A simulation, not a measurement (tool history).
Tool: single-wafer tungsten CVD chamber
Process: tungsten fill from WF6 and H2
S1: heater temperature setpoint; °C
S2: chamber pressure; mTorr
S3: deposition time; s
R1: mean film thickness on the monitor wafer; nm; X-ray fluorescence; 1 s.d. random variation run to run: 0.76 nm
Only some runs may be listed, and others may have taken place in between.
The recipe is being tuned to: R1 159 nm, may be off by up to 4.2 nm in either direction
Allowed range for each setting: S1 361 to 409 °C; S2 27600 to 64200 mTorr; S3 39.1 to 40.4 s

Run 1, hour 0: S1 385 °C, S2 45900 mTorr, S3 39.1 s. Result: R1 116.8 nm.
Run 2, hour 2.9: S1 385 °C, S2 45900 mTorr, S3 40.4 s. Result: R1 119.86 nm.
Run 3, hour 7.2: S1 388 °C, S2 46100 mTorr, S3 40.4 s. Result: R1 127.05 nm.
Run 4, hour 8.3: S1 388 °C, S2 46100 mTorr, S3 40.4 s. Result: R1 127.15 nm.
Run 5, hour 9.3: S1 390 °C, S2 46300 mTorr, S3 40.4 s. Result: R1 133.72 nm.
Run 6, hour 16.7: S1 390 °C, S2 39300 mTorr, S3 40.4 s. Result: R1 121.49 nm.
Run 7, hour 22.1: S1 393 °C, S2 39400 mTorr, S3 40.4 s. Result: R1 126.96 nm.
Run 8, hour 23.9: S1 395 °C, S2 39500 mTorr, S3 40.4 s. Result: R1 131.57 nm.

Exercise: of the 5 proposed moves below, exactly one satisfies all targets within the stated allowed misses. Which move is it?
Run A, hour 25.7: S1 400 °C, S2 43500 mTorr, S3 40.4 s. Result: R1 ?.
Run B, hour 25.7: S1 387 °C, S2 33900 mTorr, S3 39.1 s. Result: R1 ?.
Run C, hour 25.7: S1 409 °C, S2 37700 mTorr, S3 40.4 s. Result: R1 ?.
Run D, hour 25.7: S1 401 °C, S2 42000 mTorr, S3 40.4 s. Result: R1 ?.
Run E, hour 25.7: S1 398 °C, S2 43600 mTorr, S3 40.4 s. Result: R1 ?.

move      R1
   A  150.08
   B  100.89
   C  159.29
   D  149.57
   E  145.41
A: gains on the last run, yet a result remains outside its allowed miss
B: further off than the last run
C: all results land within tolerance of their targets
D: gains on the last run, yet a result remains outside its allowed miss
E: gains on the last run, yet a result remains outside its allowed miss
Correct choice: C, which meets every target
